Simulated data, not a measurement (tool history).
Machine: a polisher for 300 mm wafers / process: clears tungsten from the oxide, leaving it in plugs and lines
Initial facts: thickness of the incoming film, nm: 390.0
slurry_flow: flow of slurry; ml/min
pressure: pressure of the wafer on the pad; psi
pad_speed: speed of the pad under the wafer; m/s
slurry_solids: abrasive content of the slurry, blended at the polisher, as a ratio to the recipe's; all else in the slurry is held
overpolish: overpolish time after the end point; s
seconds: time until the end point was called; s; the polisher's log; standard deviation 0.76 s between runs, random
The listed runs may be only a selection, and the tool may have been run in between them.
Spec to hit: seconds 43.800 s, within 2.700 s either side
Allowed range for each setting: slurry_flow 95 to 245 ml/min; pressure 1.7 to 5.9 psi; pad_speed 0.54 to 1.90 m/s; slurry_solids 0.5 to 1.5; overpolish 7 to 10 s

{"run": 1, "day": 0.0, "slurry_flow": 155, "pressure": 3.8, "pad_speed": 1.22, "slurry_solids": 1.0, "overpolish": 10, "seconds": 71.39}
{"run": 2, "day": 0.329, "slurry_flow": 155, "pressure": 2.9, "pad_speed": 1.22, "slurry_solids": 1.0, "overpolish": 10, "seconds": 94.602}
{"run": 3, "day": 0.45, "slurry_flow": 155, "pressure": 3.4, "pad_speed": 1.24, "slurry_solids": 1.0, "overpolish": 10, "seconds": 78.906}
{"run": 4, "day": 0.475, "slurry_flow": 155, "pressure": 3.4, "pad_speed": 1.24, "slurry_solids": 1.0, "overpolish": 10, "seconds": 79.98}
{"run": 5, "day": 0.571, "slurry_flow": 155, "pressure": 3.9, "pad_speed": 1.24, "slurry_solids": 1.0, "overpolish": 10, "seconds": 69.347}
{"run": 6, "day": 0.788, "slurry_flow": 155, "pressure": 4.2, "pad_speed": 1.26, "slurry_solids": 1.0, "overpolish": 10, "seconds": 62.611}
{"run": 7, "day": 0.817, "slurry_flow": 155, "pressure": 4.4, "pad_speed": 1.28, "slurry_solids": 1.0, "overpolish": 10, "seconds": 59.507}
{"run": 8, "day": 0.946, "slurry_flow": 155, "pressure": 4.4, "pad_speed": 1.28, "slurry_solids": 1.0, "overpolish": 10, "seconds": 60.434}
{"run": 9, "day": 1.104, "slurry_flow": 155, "pressure": 4.4, "pad_speed": 1.28, "slurry_solids": 1.0, "overpolish": 10, "seconds": 61.246}
{"run": 10, "day": 1.188, "slurry_flow": 155, "pressure": 4.7, "pad_speed": 1.3, "slurry_solids": 1.0, "overpolish": 10, "seconds": 56.194}
{"run": 11, "day": 1.371, "slurry_flow": 155, "pressure": 4.7, "pad_speed": 1.3, "slurry_solids": 1.0, "overpolish": 10, "seconds": 53.371}

Pick the move, out of 4, that brings all results within their allowed miss; only one does.
{"run": "A", "day": 1.554, "slurry_flow": 185, "pressure": 4.5, "pad_speed": 1.34, "slurry_solids": 1.1, "overpolish": 7, "seconds": "?"}
{"run": "B", "day": 1.554, "slurry_flow": 185, "pressure": 4.1, "pad_speed": 1.02, "slurry_solids": 1.3, "overpolish": 7, "seconds": "?"}
{"run": "C", "day": 1.554, "slurry_flow": 175, "pressure": 5.1, "pad_speed": 1.12, "slurry_solids": 1.0, "overpolish": 10, "seconds": "?"}
{"run": "D", "day": 1.554, "slurry_flow": 150, "pressure": 4.5, "pad_speed": 1.72, "slurry_solids": 1.3, "overpolish": 7, "seconds": "?"}

move=A seconds=56.108
move=B seconds=73.549
move=C seconds=59.392
move=D seconds=45.162
A: moves away from the targets compared with the last run
B: moves away from the targets compared with the last run
C: moves away from the targets compared with the last run
D: hits every target within its allowed miss
Correct choice: D, which meets every target
